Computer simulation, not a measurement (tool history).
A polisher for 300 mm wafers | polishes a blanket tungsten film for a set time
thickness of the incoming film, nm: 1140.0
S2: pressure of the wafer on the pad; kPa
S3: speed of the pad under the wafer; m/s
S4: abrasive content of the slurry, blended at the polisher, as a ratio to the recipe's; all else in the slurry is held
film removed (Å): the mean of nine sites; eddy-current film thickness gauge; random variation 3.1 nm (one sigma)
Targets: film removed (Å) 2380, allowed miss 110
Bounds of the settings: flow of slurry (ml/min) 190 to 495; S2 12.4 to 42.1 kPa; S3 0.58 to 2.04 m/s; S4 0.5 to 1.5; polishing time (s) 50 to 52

Run 1, hour 0: flow of slurry (ml/min) 320, S2 26.9 kPa, S3 1.3 m/s, S4 1, polishing time (s) 50. Result: film removed (Å) 3093.3.
Run 2, hour 4.7: flow of slurry (ml/min) 385, S2 26.9 kPa, S3 1.3 m/s, S4 1, polishing time (s) 50. Result: film removed (Å) 3094.1.
Run 3, hour 10.2: flow of slurry (ml/min) 385, S2 25.5 kPa, S3 1.3 m/s, S4 1, polishing time (s) 50. Result: film removed (Å) 3019.7.
Run 4, hour 15: flow of slurry (ml/min) 385, S2 25.5 kPa, S3 1.3 m/s, S4 1.15, polishing time (s) 50. Result: film removed (Å) 3094.3.
Run 5, hour 19.8: flow of slurry (ml/min) 385, S2 24.1 kPa, S3 1.3 m/s, S4 1.15, polishing time (s) 50. Result: film removed (Å) 2957.8.
Run 6, hour 25.6: flow of slurry (ml/min) 435, S2 24.1 kPa, S3 1.3 m/s, S4 1.15, polishing time (s) 50. Result: film removed (Å) 2963.3.
Run 7, hour 32.3: flow of slurry (ml/min) 435, S2 23.4 kPa, S3 1.3 m/s, S4 1.15, polishing time (s) 50. Result: film removed (Å) 2904.2.
Run 8, hour 33.6: flow of slurry (ml/min) 435, S2 23.4 kPa, S3 1.3 m/s, S4 1.15, polishing time (s) 50. Result: film removed (Å) 2903.6.
Run 9, hour 39: flow of slurry (ml/min) 435, S2 22.8 kPa, S3 1.3 m/s, S4 1.15, polishing time (s) 50. Result: film removed (Å) 2783.2.

4 next moves are on the table. One of them brings every result within its allowed miss. Which?
Run A, hour 44.4: flow of slurry (ml/min) 325, S2 24.8 kPa, S3 1.2 m/s, S4 0.9, polishing time (s) 52. Result: film removed (Å) ?.
Run B, hour 44.4: flow of slurry (ml/min) 385, S2 18.6 kPa, S3 1.3 m/s, S4 1.2, polishing time (s) 52. Result: film removed (Å) ?.
Run C, hour 44.4: flow of slurry (ml/min) 495, S2 24.8 kPa, S3 1.16 m/s, S4 1.1, polishing time (s) 50. Result: film removed (Å) ?.
Run D, hour 44.4: flow of slurry (ml/min) 455, S2 29 kPa, S3 1 m/s, S4 1.2, polishing time (s) 50. Result: film removed (Å) ?.

move  film removed (Å)
   A            2638.8
   B              2411
   C            2706.4
   D            2787.5
A: nearer than the last run, and not there yet
B: meets every target
C: nearer than the last run, and not there yet
D: as far off as the last run
The right move is B.

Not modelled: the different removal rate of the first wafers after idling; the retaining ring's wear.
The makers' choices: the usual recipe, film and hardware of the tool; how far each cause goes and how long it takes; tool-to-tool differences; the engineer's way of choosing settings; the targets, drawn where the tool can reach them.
